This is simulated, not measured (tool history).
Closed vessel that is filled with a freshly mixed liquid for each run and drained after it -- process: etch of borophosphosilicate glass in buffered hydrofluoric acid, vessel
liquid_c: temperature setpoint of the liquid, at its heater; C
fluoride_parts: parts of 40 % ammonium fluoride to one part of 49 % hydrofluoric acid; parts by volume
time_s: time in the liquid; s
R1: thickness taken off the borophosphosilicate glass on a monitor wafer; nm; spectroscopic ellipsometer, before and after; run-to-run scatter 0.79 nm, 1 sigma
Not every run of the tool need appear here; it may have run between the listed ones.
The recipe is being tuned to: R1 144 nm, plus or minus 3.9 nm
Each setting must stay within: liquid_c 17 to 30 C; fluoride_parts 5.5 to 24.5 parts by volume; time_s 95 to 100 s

{"run": 1, "hour": 0.0, "liquid_c": 22, "fluoride_parts": 15, "time_s": 95, "R1": 204.11}
{"run": 2, "hour": 2.3, "liquid_c": 22, "fluoride_parts": 15, "time_s": 95, "R1": 203.4}
{"run": 3, "hour": 5.8, "liquid_c": 21.5, "fluoride_parts": 15, "time_s": 95, "R1": 198.01}
{"run": 4, "hour": 13.4, "liquid_c": 21.5, "fluoride_parts": 15, "time_s": 95, "R1": 199.67}
{"run": 5, "hour": 17.4, "liquid_c": 21, "fluoride_parts": 15, "time_s": 95, "R1": 193.11}
{"run": 6, "hour": 25.4, "liquid_c": 18.5, "fluoride_parts": 15, "time_s": 95, "R1": 167.54}
{"run": 7, "hour": 34.5, "liquid_c": 18.5, "fluoride_parts": 15, "time_s": 95, "R1": 169.22}
{"run": 8, "hour": 40.5, "liquid_c": 17.5, "fluoride_parts": 16, "time_s": 95, "R1": 148.77}

Which of these 5 next moves meets every target?
{"run": "A", "hour": 46.5, "liquid_c": 18.5, "fluoride_parts": 19.5, "time_s": 100, "R1": "?"}
{"run": "B", "hour": 46.5, "liquid_c": 17, "fluoride_parts": 17, "time_s": 100, "R1": "?"}
{"run": "C", "hour": 46.5, "liquid_c": 19, "fluoride_parts": 19, "time_s": 95, "R1": "?"}
{"run": "D", "hour": 46.5, "liquid_c": 17, "fluoride_parts": 17, "time_s": 95, "R1": "?"}
{"run": "E", "hour": 46.5, "liquid_c": 17, "fluoride_parts": 18, "time_s": 100, "R1": "?"}

move=A R1=136.59
move=B R1=143.84
move=C R1=136.93
move=D R1=136.65
move=E R1=135.91
A: moves the result that the last run missed by most past its target, out the other side
B: every result lands within tolerance
C: moves the result that the last run missed by most past its target, out the other side
D: moves the result that the last run missed by most past its target, out the other side
E: moves the result that the last run missed by most past its target, out the other side
B meets every target.
